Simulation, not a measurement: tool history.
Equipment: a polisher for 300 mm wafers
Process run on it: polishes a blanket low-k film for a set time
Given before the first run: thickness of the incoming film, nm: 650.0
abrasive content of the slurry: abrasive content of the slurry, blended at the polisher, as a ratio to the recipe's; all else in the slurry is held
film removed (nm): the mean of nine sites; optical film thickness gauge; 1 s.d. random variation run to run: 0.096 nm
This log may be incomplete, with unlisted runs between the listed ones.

| run | day | flow of slurry (ml/min) | pressure of the wafer on the pad (kPa) | speed of the pad under the wafer (m/s) | abrasive content of the slurry | polishing time (s) | film removed (nm) |
|---|---|---|---|---|---|---|---|
| 1 | 0.000 | 225 | 8.3 | 0.82 | 1.0 | 32 | 7.2216 |
| 2 | 0.346 | 205 | 8.3 | 0.82 | 1.0 | 32 | 7.1879 |
| 3 | 0.662 | 205 | 6.9 | 0.82 | 1.0 | 32 | 6.0151 |
| 4 | 0.892 | 245 | 6.9 | 0.82 | 1.0 | 32 | 6.2317 |
| 5 | 1.167 | 245 | 6.9 | 0.82 | 1.0 | 32 | 6.1965 |
| 6 | 1.483 | 250 | 7.6 | 0.82 | 1.0 | 32 | 6.7662 |

Run 7 comes next. What will it give?
| 7 | 1.775 | 255 | 8.3 | 0.82 | 1.0 | 32 | ? |

film removed (nm): 7.3662

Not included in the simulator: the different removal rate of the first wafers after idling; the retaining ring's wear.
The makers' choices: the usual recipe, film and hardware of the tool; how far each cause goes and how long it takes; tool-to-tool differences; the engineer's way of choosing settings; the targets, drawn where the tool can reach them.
